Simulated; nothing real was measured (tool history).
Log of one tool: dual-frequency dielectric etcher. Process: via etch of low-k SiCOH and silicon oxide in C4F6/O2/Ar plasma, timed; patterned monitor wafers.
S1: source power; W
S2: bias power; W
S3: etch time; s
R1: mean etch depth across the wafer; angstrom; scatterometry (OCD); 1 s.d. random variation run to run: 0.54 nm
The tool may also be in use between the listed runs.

run,hour,S1,S2,S3,R1
1,0.0,290,174,60.0,1460.6
2,7.9,330,174,60.0,1563.4
3,9.8,340,175,60.0,1593.7
4,18.2,340,175,60.0,1573.6
5,23.3,340,158,60.0,1555.0
6,30.5,340,158,60.0,1560.4

What does the tool deliver on the next run?
7,31.5,350,159,60.0,?

R1: 1573.5 angstrom
